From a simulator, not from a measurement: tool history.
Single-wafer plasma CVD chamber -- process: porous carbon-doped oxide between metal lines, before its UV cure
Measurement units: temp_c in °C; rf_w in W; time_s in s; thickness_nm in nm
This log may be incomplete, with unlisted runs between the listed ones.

| run | hour | temp_c | rf_w | time_s | thickness_nm |
|---|---|---|---|---|---|
| 1 | 0.0 | 285 | 630 | 62.5 | 416.02 |
| 2 | 5.7 | 279 | 640 | 62.5 | 438.20 |
| 3 | 13.1 | 279 | 640 | 64.5 | 452.65 |
| 4 | 15.8 | 275 | 645 | 64.5 | 462.65 |
| 5 | 17.2 | 275 | 705 | 64.5 | 484.06 |
| 6 | 21.6 | 275 | 705 | 62.5 | 467.04 |

What will run 7 give?
| 7 | 26.7 | 272 | 710 | 62.5 | ? |

{"run 7": {"thickness_nm": 476.29}}
